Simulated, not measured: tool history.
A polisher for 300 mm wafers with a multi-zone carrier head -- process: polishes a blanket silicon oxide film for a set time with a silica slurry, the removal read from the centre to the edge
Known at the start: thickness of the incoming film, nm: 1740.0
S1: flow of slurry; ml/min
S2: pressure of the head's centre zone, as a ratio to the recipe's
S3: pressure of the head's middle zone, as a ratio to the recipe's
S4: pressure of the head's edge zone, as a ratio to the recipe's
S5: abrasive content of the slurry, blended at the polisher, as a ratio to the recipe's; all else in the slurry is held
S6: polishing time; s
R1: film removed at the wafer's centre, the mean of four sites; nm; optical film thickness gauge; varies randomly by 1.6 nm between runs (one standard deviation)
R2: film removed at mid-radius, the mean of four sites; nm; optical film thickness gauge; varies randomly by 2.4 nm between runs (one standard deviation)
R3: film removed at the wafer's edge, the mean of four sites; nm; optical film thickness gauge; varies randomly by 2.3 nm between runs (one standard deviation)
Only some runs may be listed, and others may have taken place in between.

run,day,S1,S2,S3,S4,S5,S6,R1,R2,R3
1,0.000,300,1.00,1.00,1.00,1.00,46,141.42,140.65,144.52
2,0.192,300,1.00,1.04,1.00,1.00,46,141.38,143.90,138.54
3,0.308,300,1.00,1.04,1.01,1.05,46,146.35,149.09,149.32
4,0.642,300,1.01,1.05,1.02,1.05,46,143.94,151.57,145.64
5,0.846,350,1.01,1.05,1.02,1.05,46,149.23,148.53,146.02
6,1.096,350,1.01,0.97,1.02,1.05,46,147.95,141.40,144.94

Predict the results of run 7:
7,1.462,345,1.02,0.97,1.03,1.10,46,?,?,?

Run 7 yielded R1 152.53 nm, R2 145.48 nm, R3 147.28 nm.

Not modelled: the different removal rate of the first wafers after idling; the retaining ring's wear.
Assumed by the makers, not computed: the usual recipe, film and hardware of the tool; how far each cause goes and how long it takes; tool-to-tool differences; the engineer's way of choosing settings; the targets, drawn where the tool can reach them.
